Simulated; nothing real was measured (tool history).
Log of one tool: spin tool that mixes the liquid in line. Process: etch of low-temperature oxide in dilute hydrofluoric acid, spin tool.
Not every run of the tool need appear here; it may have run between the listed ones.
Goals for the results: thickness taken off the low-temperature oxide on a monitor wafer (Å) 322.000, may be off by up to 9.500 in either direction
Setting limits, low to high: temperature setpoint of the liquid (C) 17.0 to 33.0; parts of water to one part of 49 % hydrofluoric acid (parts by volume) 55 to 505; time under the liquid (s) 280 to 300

| run | hour | temperature setpoint of the liquid (C) | parts of water to one part of 49 % hydrofluoric acid (parts by volume) | time under the liquid (s) | thickness taken off the low-temperature oxide on a monitor wafer (Å) |
|---|---|---|---|---|---|
| 1 | 0.0 | 25.0 | 280 | 280 | 90.011 |
| 2 | 8.6 | 27.0 | 220 | 280 | 131.860 |
| 3 | 11.7 | 27.0 | 220 | 300 | 140.290 |
| 4 | 16.3 | 27.0 | 185 | 300 | 175.260 |
| 5 | 17.5 | 28.5 | 160 | 300 | 219.010 |
| 6 | 25.6 | 28.5 | 250 | 300 | 126.010 |
| 7 | 29.0 | 29.5 | 210 | 300 | 162.800 |
| 8 | 37.7 | 30.5 | 180 | 300 | 202.800 |
| 9 | 38.4 | 31.0 | 160 | 300 | 239.680 |
| 10 | 43.6 | 31.5 | 150 | 300 | 267.200 |
| 11 | 46.6 | 32.0 | 145 | 300 | 279.490 |

Of the 4 settings listed for the next run, only one would bring every result within its allowed miss of target. Which one?
| A | 49.6 | 33.0 | 155 | 300 | ? |
| B | 49.6 | 32.0 | 160 | 295 | ? |
| C | 49.6 | 33.0 | 125 | 280 | ? |
| D | 49.6 | 31.0 | 165 | 300 | ? |

| move | thickness taken off the low-temperature oxide on a monitor wafer (Å) |
|---|---|
| A | 264.710 |
| B | 241.870 |
| C | 319.690 |
| D | 228.780 |
A: misses by more than the last run did
B: misses by more than the last run did
C: all results land within tolerance of their targets
D: misses by more than the last run did
Go with C: it meets all targets.
